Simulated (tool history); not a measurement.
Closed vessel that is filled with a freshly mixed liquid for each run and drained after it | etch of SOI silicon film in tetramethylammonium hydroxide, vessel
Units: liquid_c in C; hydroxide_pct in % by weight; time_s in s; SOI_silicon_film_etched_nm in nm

run,hour,liquid_c,hydroxide_pct,time_s,SOI_silicon_film_etched_nm
1,0,65,14.5,100,474.73
2,3.8,68,14.5,100,583.24
3,7.9,70,14.5,100,650.46
4,11.8,71.5,14.5,100,702.26
5,20.6,73,14.5,100,770.98
6,24.9,73,14.5,105,813.1
7,28,74,14.5,105,854.76

Run 8 comes next. What will it give?
8,34.1,74.5,14.5,105,?

SOI_silicon_film_etched_nm: 875.62 nm

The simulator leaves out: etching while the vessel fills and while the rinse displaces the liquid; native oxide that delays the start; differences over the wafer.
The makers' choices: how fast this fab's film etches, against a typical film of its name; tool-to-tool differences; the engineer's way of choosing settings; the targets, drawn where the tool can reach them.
